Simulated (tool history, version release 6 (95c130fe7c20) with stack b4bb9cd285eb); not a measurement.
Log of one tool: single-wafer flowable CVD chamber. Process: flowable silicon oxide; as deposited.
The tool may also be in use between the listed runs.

run	hour	heater temperature setpoint (K)	chamber pressure (Torr)	RF power (kW)	deposition time (s)	mean film thickness on the monitor wafer (angstrom)
1	0	368.15	0.76	1.955	780	5396.8
2	2.7	370.15	0.76	1.955	780	5110.5
3	5.6	376.15	0.76	1.955	780	4245
4	14.4	376.15	0.76	1.955	780	4278.1
5	15.5	376.15	0.76	1.955	804	4411.2
6	19.7	366.15	0.76	1.955	804	5938.1

What will run 7 give?
7	28.6	369.15	0.76	1.955	804	?

{"run 7": {"mean film thickness on the monitor wafer (angstrom)": 5425.4}}

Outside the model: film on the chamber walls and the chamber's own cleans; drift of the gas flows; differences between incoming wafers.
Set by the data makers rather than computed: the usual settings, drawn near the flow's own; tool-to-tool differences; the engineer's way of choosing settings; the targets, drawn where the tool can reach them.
